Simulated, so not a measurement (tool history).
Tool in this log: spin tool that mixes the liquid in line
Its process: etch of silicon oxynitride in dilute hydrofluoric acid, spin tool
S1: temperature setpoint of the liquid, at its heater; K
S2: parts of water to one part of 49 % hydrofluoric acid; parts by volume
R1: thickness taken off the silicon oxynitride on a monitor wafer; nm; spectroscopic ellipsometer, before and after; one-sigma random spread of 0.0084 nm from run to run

Run 1, day 0.000: S1 297.15 K, S2 240 parts by volume, time under the liquid (s) 80. Result: R1 1.5930 nm.
Run 2, day 0.304: S1 297.15 K, S2 240 parts by volume, time under the liquid (s) 80. Result: R1 1.6305 nm.
Run 3, day 0.558: S1 295.65 K, S2 250 parts by volume, time under the liquid (s) 80. Result: R1 1.4247 nm.
Run 4, day 0.858: S1 294.65 K, S2 255 parts by volume, time under the liquid (s) 80. Result: R1 1.3272 nm.
Run 5, day 1.133: S1 293.65 K, S2 260 parts by volume, time under the liquid (s) 80. Result: R1 1.2305 nm.
Run 6, day 1.167: S1 293.65 K, S2 180 parts by volume, time under the liquid (s) 80. Result: R1 1.9111 nm.
Run 7, day 1.362: S1 293.15 K, S2 200 parts by volume, time under the liquid (s) 80. Result: R1 1.6686 nm.
Run 8, day 1.517: S1 292.65 K, S2 215 parts by volume, time under the liquid (s) 80. Result: R1 1.4823 nm.

Run 9 is up next; what results do you expect?
Run 9, day 1.858: S1 292.15 K, S2 225 parts by volume, time under the liquid (s) 80. Result: R1 ?.

{"run 9": {"R1": 1.3963}}
